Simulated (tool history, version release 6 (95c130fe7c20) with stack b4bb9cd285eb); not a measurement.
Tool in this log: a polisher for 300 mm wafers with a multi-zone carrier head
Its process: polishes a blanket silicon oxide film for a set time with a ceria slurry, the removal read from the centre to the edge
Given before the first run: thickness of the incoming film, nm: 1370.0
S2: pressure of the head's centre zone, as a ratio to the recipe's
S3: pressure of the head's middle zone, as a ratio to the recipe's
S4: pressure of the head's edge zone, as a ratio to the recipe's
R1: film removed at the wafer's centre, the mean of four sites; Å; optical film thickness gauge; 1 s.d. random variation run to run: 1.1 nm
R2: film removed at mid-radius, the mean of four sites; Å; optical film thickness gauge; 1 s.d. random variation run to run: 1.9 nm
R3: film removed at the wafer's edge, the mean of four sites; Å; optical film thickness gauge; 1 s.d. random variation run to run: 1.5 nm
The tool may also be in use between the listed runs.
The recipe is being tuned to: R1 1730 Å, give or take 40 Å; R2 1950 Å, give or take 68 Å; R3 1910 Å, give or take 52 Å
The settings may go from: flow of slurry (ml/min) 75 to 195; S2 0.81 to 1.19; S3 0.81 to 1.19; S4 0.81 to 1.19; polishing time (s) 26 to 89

Run 1, day 0: flow of slurry (ml/min) 125, S2 1, S3 1, S4 1, polishing time (s) 57. Result: R1 3016.4 Å, R2 3124.2 Å, R3 3188.3 Å.
Run 2, day 0.188: flow of slurry (ml/min) 125, S2 1, S3 1, S4 1.07, polishing time (s) 57. Result: R1 2956.4 Å, R2 3085.4 Å, R3 3279.5 Å.
Run 3, day 0.538: flow of slurry (ml/min) 120, S2 0.97, S3 0.99, S4 1.01, polishing time (s) 50. Result: R1 2556.8 Å, R2 2710.4 Å, R3 2783.6 Å.
Run 4, day 0.812: flow of slurry (ml/min) 120, S2 0.97, S3 0.99, S4 0.95, polishing time (s) 50. Result: R1 2516.6 Å, R2 2654.3 Å, R3 2709.3 Å.
At day 1.162: edge zone pressure recalibrated.
Run 5, day 1.162: flow of slurry (ml/min) 115, S2 0.95, S3 0.99, S4 0.92, polishing time (s) 46. Result: R1 2265.6 Å, R2 2408.8 Å, R3 2336.4 Å.
Run 6, day 1.296: flow of slurry (ml/min) 115, S2 0.95, S3 0.99, S4 0.92, polishing time (s) 51. Result: R1 2519.4 Å, R2 2695.1 Å, R3 2573.3 Å.
Run 7, day 1.492: flow of slurry (ml/min) 85, S2 0.85, S3 0.94, S4 0.82, polishing time (s) 37. Result: R1 1445.5 Å, R2 1700.9 Å, R3 1653.6 Å.
Run 8, day 1.646: flow of slurry (ml/min) 120, S2 0.86, S3 0.92, S4 0.89, polishing time (s) 37. Result: R1 1668.9 Å, R2 1884.9 Å, R3 1860.2 Å.

4 candidate next runs follow, results not yet known. Just one meets every target within its allowed miss. Identify it.
Run A, day 1.8: flow of slurry (ml/min) 170, S2 0.86, S3 0.95, S4 0.95, polishing time (s) 35. Result: R1 ?, R2 ?, R3 ?.
Run B, day 1.8: flow of slurry (ml/min) 80, S2 0.85, S3 0.84, S4 0.95, polishing time (s) 43. Result: R1 ?, R2 ?, R3 ?.
Run C, day 1.8: flow of slurry (ml/min) 115, S2 0.9, S3 0.88, S4 0.92, polishing time (s) 38. Result: R1 ?, R2 ?, R3 ?.
Run D, day 1.8: flow of slurry (ml/min) 145, S2 0.87, S3 0.95, S4 0.81, polishing time (s) 36. Result: R1 ?, R2 ?, R3 ?.

move      R1      R2      R3
   A  1757.6  1973.8  1896.8
   B  1676.2  1783.8  2020.2
   C  1802.2  1850.3    1911
   D  1764.9  1969.1  1783.1
A: all results land within tolerance of their targets
B: lands further from the targets than the last run did
C: carries the result that was furthest off beyond its target, to the other side
D: corrects the largest miss of the last run, while another result sits out of spec
Move A is the one to make.
